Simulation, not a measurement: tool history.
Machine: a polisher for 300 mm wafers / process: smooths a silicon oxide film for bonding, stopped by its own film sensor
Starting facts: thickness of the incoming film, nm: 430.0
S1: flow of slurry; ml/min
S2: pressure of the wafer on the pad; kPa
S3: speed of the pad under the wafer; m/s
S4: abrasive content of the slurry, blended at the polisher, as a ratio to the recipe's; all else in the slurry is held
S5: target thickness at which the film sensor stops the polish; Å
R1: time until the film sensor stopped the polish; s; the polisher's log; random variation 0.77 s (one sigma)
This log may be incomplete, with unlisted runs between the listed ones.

run,hour,S1,S2,S3,S4,S5,R1
1,0.0,140,15.9,1.04,1.0,3690,64.373
2,0.9,135,14.5,1.04,1.0,3690,68.962
3,4.2,135,14.5,0.86,1.0,3690,77.398
4,12.7,150,14.5,0.86,1.0,3690,75.393
5,20.0,125,14.5,0.86,1.0,3690,79.633
6,23.6,105,14.5,0.86,1.0,3690,81.597
7,31.8,105,13.8,0.86,1.0,3690,84.056
8,33.0,105,13.1,0.86,1.0,3690,88.999

Forecast run 9:
9,38.9,100,13.1,0.86,1.0,3690,?

Run 9 came out at R1 89.976 s.
